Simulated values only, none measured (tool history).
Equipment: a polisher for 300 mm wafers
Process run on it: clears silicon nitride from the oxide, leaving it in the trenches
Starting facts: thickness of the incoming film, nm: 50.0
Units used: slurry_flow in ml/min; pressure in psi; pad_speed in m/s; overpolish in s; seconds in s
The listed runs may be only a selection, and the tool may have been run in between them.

run,hour,slurry_flow,pressure,pad_speed,overpolish,seconds
1,0,220,1.9,0.9,3,93.755
2,7.3,220,2.1,0.92,3,86.464
3,16.3,220,2.3,0.96,3,75.094
4,20.1,220,2.1,0.96,3,81.083
5,21.5,220,2.3,0.98,3,72.061
6,25.3,220,2.3,0.98,3,74.111
7,26.1,220,2.5,1,3,67.206

Expected results for the next run?
8,34.3,220,2.6,1.02,3,?

Run 8 came out at seconds 63.751 s.

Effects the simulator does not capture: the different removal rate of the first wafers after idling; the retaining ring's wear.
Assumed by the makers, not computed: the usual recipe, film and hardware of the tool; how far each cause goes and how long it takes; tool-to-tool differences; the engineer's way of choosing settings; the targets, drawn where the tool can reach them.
